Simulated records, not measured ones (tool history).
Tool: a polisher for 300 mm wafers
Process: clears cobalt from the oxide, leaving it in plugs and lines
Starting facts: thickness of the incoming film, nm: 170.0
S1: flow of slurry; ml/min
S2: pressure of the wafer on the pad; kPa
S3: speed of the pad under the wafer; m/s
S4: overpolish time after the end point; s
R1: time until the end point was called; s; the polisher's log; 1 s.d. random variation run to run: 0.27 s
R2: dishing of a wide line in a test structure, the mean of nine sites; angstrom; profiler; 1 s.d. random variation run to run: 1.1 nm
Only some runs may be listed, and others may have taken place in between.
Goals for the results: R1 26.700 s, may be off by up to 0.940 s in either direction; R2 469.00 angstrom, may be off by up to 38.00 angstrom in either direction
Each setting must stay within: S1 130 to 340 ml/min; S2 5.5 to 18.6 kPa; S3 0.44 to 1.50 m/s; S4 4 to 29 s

run 1 day=0.000 | S1=220 S2=11.7 S3=0.96 S4=15 | R1=44.781 R2=337.53
run 2 day=0.229 | S1=220 S2=11.7 S3=0.96 S4=12 | R1=43.420 R2=296.00
run 3 day=0.433 | S1=220 S2=13.1 S3=0.96 S4=13 | R1=39.619 R2=330.06
run 4 day=0.746 | S1=220 S2=15.2 S3=0.96 S4=13 | R1=34.477 R2=352.30
run 5 day=1.112 | S1=220 S2=15.2 S3=0.96 S4=15 | R1=34.265 R2=390.68
run 6 day=1.454 | S1=220 S2=15.2 S3=0.88 S4=15 | R1=37.161 R2=367.59
run 7 day=1.683 | S1=220 S2=15.2 S3=0.88 S4=15 | R1=36.284 R2=364.45
run 8 day=1.962 | S1=220 S2=15.9 S3=0.90 S4=15 | R1=34.451 R2=366.12
run 9 day=2.304 | S1=220 S2=16.5 S3=0.92 S4=16 | R1=32.574 R2=407.40
run 10 day=2.646 | S1=220 S2=17.2 S3=0.94 S4=16 | R1=31.629 R2=408.10
run 11 day=2.733 | S1=220 S2=17.2 S3=0.96 S4=16 | R1=30.566 R2=409.86
run 12 day=3.004 | S1=220 S2=17.2 S3=0.98 S4=16 | R1=30.271 R2=404.35
run 13 day=3.038 | S1=220 S2=17.2 S3=1.00 S4=17 | R1=29.737 R2=415.51

Exactly one of the 4 candidate moves below puts every result within its allowed miss. Which one?
run A day=3.071 | S1=215 S2=15.9 S3=0.96 S4=19 | R1=? R2=?
run B day=3.071 | S1=175 S2=14.5 S3=1.08 S4=11 | R1=? R2=?
run C day=3.071 | S1=270 S2=16.5 S3=0.96 S4=11 | R1=? R2=?
run D day=3.071 | S1=215 S2=17.9 S3=1.10 S4=21 | R1=? R2=?

move=A R1=33.483 R2=421.60
move=B R1=34.187 R2=324.63
move=C R1=31.496 R2=339.60
move=D R1=26.835 R2=460.56
A: further off than the last run
B: further off than the last run
C: further off than the last run
D: each result inside its tolerance
Move D is the one to make.
